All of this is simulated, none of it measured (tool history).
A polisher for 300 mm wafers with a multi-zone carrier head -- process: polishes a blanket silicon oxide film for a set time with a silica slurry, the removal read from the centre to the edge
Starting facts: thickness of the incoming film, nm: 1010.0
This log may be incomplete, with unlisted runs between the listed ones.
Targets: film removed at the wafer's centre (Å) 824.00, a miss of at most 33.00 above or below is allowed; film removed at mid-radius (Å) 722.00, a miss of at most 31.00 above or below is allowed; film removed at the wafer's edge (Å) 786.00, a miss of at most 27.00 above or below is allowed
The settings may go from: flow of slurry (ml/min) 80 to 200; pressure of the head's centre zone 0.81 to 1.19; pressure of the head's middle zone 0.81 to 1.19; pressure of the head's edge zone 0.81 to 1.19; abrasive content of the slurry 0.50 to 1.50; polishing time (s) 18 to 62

run    day  flow of slurry (ml/min)  pressure of the head's centre zone  pressure of the head's middle zone  pressure of the head's edge zone  abrasive content of the slurry  polishing time (s)  film removed at the wafer's centre (Å)  film removed at mid-radius (Å)  film removed at the wafer's edge (Å)
  1  0.000                      130                                1.00                                1.00                              1.00                            1.00                  40                                 1092.70                         1051.60                               1111.30
  2  0.092                      130                                1.00                                0.99                              0.98                            0.90                  40                                 1040.20                          994.49                               1045.00
  3  0.321                      130                                1.00                                0.99                              0.98                            0.75                  40                                  961.89                          928.42                                956.82
  4  0.600                      125                                1.00                                0.97                              0.96                            0.70                  40                                  907.35                          853.17                                901.11
  5  0.771                      125                                1.00                                0.97                              1.02                            0.70                  40                                  927.52                          864.71                                939.88
  6  1.012                      125                                0.94                                0.97                              1.02                            0.70                  40                                  863.44                          863.33                                927.26
  7  1.183                      120                                0.95                                0.96                              0.99                            0.70                  40                                  859.11                          834.77                                904.06
  8  1.212                      115                                0.96                                0.95                              0.97                            0.70                  40                                  864.67                          819.28                                895.85
  9  1.371                      115                                0.97                                0.94                              0.95                            0.70                  40                                  872.18                          819.74                                874.19
 10  1.675                      110                                0.97                                0.93                              0.94                            0.70                  40                                  870.55                          812.65                                859.10
 11  1.871                      105                                0.97                                0.92                              0.94                            0.70                  40                                  843.51                          782.29                                869.96
 12  2.046                      105                                0.97                                0.91                              0.92                            0.70                  40                                  852.72                          785.67                                855.90
 13  2.071                      105                                0.97                                0.90                              0.91                            0.70                  40                                  826.31                          781.15                                852.50

Below are 5 possible settings for the next run. Only one of them brings all results inside the allowed miss of their targets. Which is it?
  A  2.096                       90                                0.94                                0.83                              0.97                            0.75                  41                                       ?                               ?                                     ?
  B  2.096                       80                                0.95                                0.81                              1.04                            0.75                  43                                       ?                               ?                                     ?
  C  2.096                       85                                1.05                                0.92                              0.87                            0.80                  37                                       ?                               ?                                     ?
  D  2.096                      105                                0.90                                0.86                              1.03                            0.75                  40                                       ?                               ?                                     ?
  E  2.096                      130                                1.03                                1.06                              0.81                            0.50                  43                                       ?                               ?                                     ?

move  film removed at the wafer's centre (Å)  film removed at mid-radius (Å)  film removed at the wafer's edge (Å)
   A                                  817.67                          729.39                                901.18
   B                                  820.66                          715.57                                948.66
   C                                  831.60                          724.21                                786.79
   D                                  810.88                          771.81                                936.77
   E                                  851.09                          834.14                                745.27
A: lands further from the targets than the last run did
B: lands further from the targets than the last run did
C: meets every target
D: lands further from the targets than the last run did
E: pushes the last run's worst result past its target
The move that meets every target is C.
